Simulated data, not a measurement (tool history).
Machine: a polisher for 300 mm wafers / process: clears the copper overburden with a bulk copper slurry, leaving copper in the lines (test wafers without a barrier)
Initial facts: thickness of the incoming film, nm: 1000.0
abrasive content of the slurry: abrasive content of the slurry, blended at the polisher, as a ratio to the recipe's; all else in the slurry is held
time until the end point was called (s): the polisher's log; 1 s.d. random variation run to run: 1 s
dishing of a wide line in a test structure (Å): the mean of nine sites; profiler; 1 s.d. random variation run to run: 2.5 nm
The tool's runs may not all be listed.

run	day	flow of slurry (ml/min)	pressure of the wafer on the pad (psi)	speed of the pad under the wafer (cm/s)	abrasive content of the slurry	overpolish time after the end point (s)	time until the end point was called (s)	dishing of a wide line in a test structure (Å)
1	0	270	2.7	140	1	24	97.702	1172.7
2	0.058	270	2.7	140	1	16	100.03	957.35
3	0.412	270	2.6	140	1	21	103.41	1063.5
4	0.458	270	2.5	140	1	24	106.28	1154.9
5	0.717	270	2.4	140	1	26	109.31	1179.8
6	0.946	210	2.4	140	1	26	112.08	1156.7

Predict the results of run 7:
7	0.992	210	2.3	140	1	28	?	?

Run 7 yielded time until the end point was called (s) 119.14, dishing of a wide line in a test structure (Å) 1188.1.

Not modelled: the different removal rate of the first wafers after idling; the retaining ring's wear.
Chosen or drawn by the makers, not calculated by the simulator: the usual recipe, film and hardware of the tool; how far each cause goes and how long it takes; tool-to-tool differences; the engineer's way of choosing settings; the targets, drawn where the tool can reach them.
